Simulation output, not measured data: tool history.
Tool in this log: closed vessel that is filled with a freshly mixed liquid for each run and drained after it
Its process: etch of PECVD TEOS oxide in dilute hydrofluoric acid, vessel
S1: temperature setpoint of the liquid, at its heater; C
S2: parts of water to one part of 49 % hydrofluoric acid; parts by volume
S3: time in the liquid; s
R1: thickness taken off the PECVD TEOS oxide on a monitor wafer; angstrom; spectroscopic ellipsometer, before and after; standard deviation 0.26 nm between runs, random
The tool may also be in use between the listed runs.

run 1 hour=0 | S1=25 S2=95 S3=100 | R1=204.83
run 2 hour=5.3 | S1=25 S2=95 S3=100 | R1=204.47
run 3 hour=12 | S1=27.5 S2=75 S3=100 | R1=293
run 4 hour=15.5 | S1=24 S2=75 S3=100 | R1=253.66
run 5 hour=23.9 | S1=21 S2=75 S3=100 | R1=226.02
run 6 hour=27.7 | S1=21 S2=75 S3=100 | R1=225.48
run 7 hour=29.3 | S1=25 S2=60 S3=100 | R1=337.57
run 8 hour=36.7 | S1=27.5 S2=55 S3=100 | R1=411.89

Expected results for the next run?
run 9 hour=41.6 | S1=29 S2=50 S3=100 | R1=?

R1: 486.38 angstrom
